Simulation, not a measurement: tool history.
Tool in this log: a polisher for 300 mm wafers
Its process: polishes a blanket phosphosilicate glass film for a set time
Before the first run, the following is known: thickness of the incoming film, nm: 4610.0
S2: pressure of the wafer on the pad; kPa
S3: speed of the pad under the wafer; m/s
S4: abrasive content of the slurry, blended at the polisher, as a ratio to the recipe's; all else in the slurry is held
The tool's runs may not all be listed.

{"run": 1, "hour": 0.0, "flow of slurry (ml/min)": 245, "S2": 22.1, "S3": 1.16, "S4": 1, "polishing time (s)": 41, "film removed (angstrom)": 3291.2}
{"run": 2, "hour": 3.2, "flow of slurry (ml/min)": 245, "S2": 24.1, "S3": 1.16, "S4": 1, "polishing time (s)": 41, "film removed (angstrom)": 3574.5}
{"run": 3, "hour": 9.1, "flow of slurry (ml/min)": 245, "S2": 25.5, "S3": 1.16, "S4": 1, "polishing time (s)": 41, "film removed (angstrom)": 3740.4}
{"run": 4, "hour": 15.7, "flow of slurry (ml/min)": 245, "S2": 25.5, "S3": 0.88, "S4": 1, "polishing time (s)": 41, "film removed (angstrom)": 3074.9}
{"run": 5, "hour": 17.2, "flow of slurry (ml/min)": 245, "S2": 29.6, "S3": 0.88, "S4": 1, "polishing time (s)": 41, "film removed (angstrom)": 3406.6}
{"run": 6, "hour": 23.8, "flow of slurry (ml/min)": 245, "S2": 29.6, "S3": 0.88, "S4": 1.15, "polishing time (s)": 41, "film removed (angstrom)": 3765.7}
{"run": 7, "hour": 31.1, "flow of slurry (ml/min)": 245, "S2": 30.3, "S3": 0.92, "S4": 1.15, "polishing time (s)": 41, "film removed (angstrom)": 3947.2}
{"hour": 35.7, "done": "head pressure recalibrated"}
{"run": 8, "hour": 35.7, "flow of slurry (ml/min)": 245, "S2": 31, "S3": 0.96, "S4": 1.15, "polishing time (s)": 41, "film removed (angstrom)": 4831.6}

Run 9 comes next. What will it give?
{"run": 9, "hour": 39.7, "flow of slurry (ml/min)": 245, "S2": 31.7, "S3": 0.96, "S4": 1.15, "polishing time (s)": 41, "film removed (angstrom)": "?"}

{"run 9": {"film removed (angstrom)": 4840.5}}
